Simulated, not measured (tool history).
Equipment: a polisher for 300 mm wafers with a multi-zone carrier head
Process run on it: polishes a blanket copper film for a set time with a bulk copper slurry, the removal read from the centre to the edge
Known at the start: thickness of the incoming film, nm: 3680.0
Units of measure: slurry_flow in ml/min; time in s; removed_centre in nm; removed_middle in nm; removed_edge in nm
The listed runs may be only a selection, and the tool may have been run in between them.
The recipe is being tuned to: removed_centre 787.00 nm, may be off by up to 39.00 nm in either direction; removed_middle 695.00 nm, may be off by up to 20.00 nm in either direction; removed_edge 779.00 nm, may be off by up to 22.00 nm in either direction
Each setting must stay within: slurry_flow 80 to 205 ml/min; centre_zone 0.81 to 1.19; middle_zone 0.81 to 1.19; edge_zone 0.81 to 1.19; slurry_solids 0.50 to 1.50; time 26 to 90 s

run  hour  slurry_flow  centre_zone  middle_zone  edge_zone  slurry_solids  time  removed_centre  removed_middle  removed_edge
  1   0.0          135         1.00         1.00       1.00           1.00    58          517.39          504.92        499.63
  2   3.6          140         1.01         0.99       1.02           1.05    60          550.85          524.96        539.43
  3  10.3          145         1.02         1.00       1.04           1.10    61          564.45          545.02        561.21
  4  17.9          145         1.02         0.96       1.04           1.10    61          579.28          527.31        562.57
  5  24.1          145         1.02         0.96       0.96           1.10    61          571.30          528.49        544.79
  6  25.3          150         1.03         0.96       0.98           1.15    62          576.22          549.91        557.89
  7  27.5          150         1.05         0.96       1.00           1.20    64          614.34          571.12        596.24
  8  29.3          155         1.07         0.96       1.02           1.25    65          656.07          582.45        607.16
  9  32.3          160         1.07         0.96       1.04           1.30    66          666.08          601.72        638.47
 10  35.6          165         1.07         0.96       1.06           1.35    67          693.70          613.88        666.50
 11  43.4          170         1.07         0.97       1.07           1.35    68          706.99          637.83        667.02
 12  48.1          170         1.07         0.97       1.08           1.35    69          744.17          645.44        688.84

Pick the move, out of 4, that brings all results within their allowed miss; only one does.
  A  52.8          150         1.10         0.98       1.19           1.40    75               ?               ?             ?
  B  52.8          165         1.02         1.01       1.08           1.40    78               ?               ?             ?
  C  52.8          110         0.85         0.87       1.14           1.50    84               ?               ?             ?
  D  52.8          190         1.17         0.93       1.10           1.30    72               ?               ?             ?

move  removed_centre  removed_middle  removed_edge
   A          788.23          694.34        778.08
   B          774.46          750.64        776.70
   C          668.73          685.16        840.04
   D          816.68          647.03        722.01
A: meets every target
B: the worst result of the last run now meets its target, but another is out of spec
C: takes the result that was furthest off past its target
D: better than the last run, though not everything is in spec
So the answer is move A, the one that meets all the targets.

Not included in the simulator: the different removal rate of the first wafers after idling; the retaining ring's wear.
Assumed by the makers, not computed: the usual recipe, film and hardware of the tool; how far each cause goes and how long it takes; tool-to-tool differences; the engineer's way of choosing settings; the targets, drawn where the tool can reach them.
